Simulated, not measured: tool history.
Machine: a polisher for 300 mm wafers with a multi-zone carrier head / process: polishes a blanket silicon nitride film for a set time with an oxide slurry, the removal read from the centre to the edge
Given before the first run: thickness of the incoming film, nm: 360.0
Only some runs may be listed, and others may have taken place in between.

run  hour  flow of slurry (ml/min)  pressure of the head's centre zone  pressure of the head's middle zone  pressure of the head's edge zone  abrasive content of the slurry  polishing time (s)  film removed at the wafer's centre (Å)  film removed at mid-radius (Å)  film removed at the wafer's edge (Å)
  1   0.0                      190                                1.00                                1.00                              1.00                            1.00                  80                                  464.03                          471.26                                475.37
  2   7.0                      200                                1.03                                1.00                              1.03                            1.05                  80                                  507.37                          481.48                                497.52
  3   7.9                      200                                1.03                                0.92                              1.03                            1.05                  80                                  486.15                          450.61                                505.41
  4  12.7                      175                                1.03                                0.92                              1.03                            1.05                  80                                  482.84                          447.31                                489.42
  5  16.7                      190                                1.05                                0.95                              1.06                            1.10                  80                                  515.75                          469.45                                499.70
  6  23.6                      190                                1.05                                0.95                              1.11                            1.10                  80                                  519.84                          469.98                                525.07

Run 7, settings as shown, results not yet in. Your forecast:
  7  28.9                      240                                1.15                                1.05                              1.19                            1.20                  80                                       ?                               ?                                     ?

Run 7 gave film removed at the wafer's centre (Å) 609.81, film removed at mid-radius (Å) 547.57, film removed at the wafer's edge (Å) 575.86.
